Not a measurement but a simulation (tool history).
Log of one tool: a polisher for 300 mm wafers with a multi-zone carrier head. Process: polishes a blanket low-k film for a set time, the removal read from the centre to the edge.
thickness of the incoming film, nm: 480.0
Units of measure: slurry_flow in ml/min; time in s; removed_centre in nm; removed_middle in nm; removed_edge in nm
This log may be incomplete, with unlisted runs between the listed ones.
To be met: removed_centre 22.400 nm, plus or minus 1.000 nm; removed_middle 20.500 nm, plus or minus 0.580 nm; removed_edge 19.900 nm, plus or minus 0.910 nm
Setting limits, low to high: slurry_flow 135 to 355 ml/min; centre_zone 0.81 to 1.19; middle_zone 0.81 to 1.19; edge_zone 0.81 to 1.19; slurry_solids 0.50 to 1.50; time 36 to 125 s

run	hour	slurry_flow	centre_zone	middle_zone	edge_zone	slurry_solids	time	removed_centre	removed_middle	removed_edge
1	0.0	225	1.00	1.00	1.00	1.00	80	26.903	28.175	26.593
2	6.8	265	1.00	1.00	1.00	1.00	80	27.583	28.340	26.521
3	9.0	265	1.04	1.00	1.00	1.00	80	28.904	28.203	27.434
4	9.6	320	1.04	1.00	1.00	1.00	80	29.742	29.309	27.766
5	10.6	275	1.04	1.00	1.00	1.00	80	29.196	28.471	26.636
# hour 16.5: slurry nozzle cleaned
6	16.5	275	1.04	1.00	1.00	1.20	80	31.433	31.815	29.227
7	25.1	240	0.96	0.90	0.90	0.95	77	25.329	25.258	24.108
8	31.3	240	0.96	0.89	0.89	0.90	77	24.689	24.443	23.294
9	37.2	235	0.96	0.88	0.88	0.85	77	24.191	23.534	23.526
10	46.1	245	0.97	0.89	0.87	0.80	75	23.541	22.590	21.747
11	49.8	245	0.97	0.89	0.86	0.80	75	23.155	22.634	22.133

Next run, 5 choices. One meets every target within its allowed miss, the rest don't. Which?
A	53.5	235	0.94	1.02	0.81	0.80	75	?	?	?
B	53.5	320	0.99	1.08	0.81	1.25	60	?	?	?
C	53.5	255	1.16	0.88	0.81	1.15	56	?	?	?
D	53.5	285	1.10	1.08	0.81	1.45	49	?	?	?
E	53.5	170	1.04	0.89	0.81	0.90	68	?	?	?

move	removed_centre	removed_middle	removed_edge
A	21.879	24.579	21.481
B	22.980	25.464	21.173
C	23.681	19.429	18.857
D	21.721	21.693	18.095
E	21.968	20.379	19.885
A: the biggest miss grows against the last run
B: the biggest miss grows against the last run
C: the result that was furthest off in the last run now lies on the other side of its target
D: moves toward the targets from the last run without getting all of them in spec
E: all results land within tolerance of their targets
Correct choice: E, which meets every target
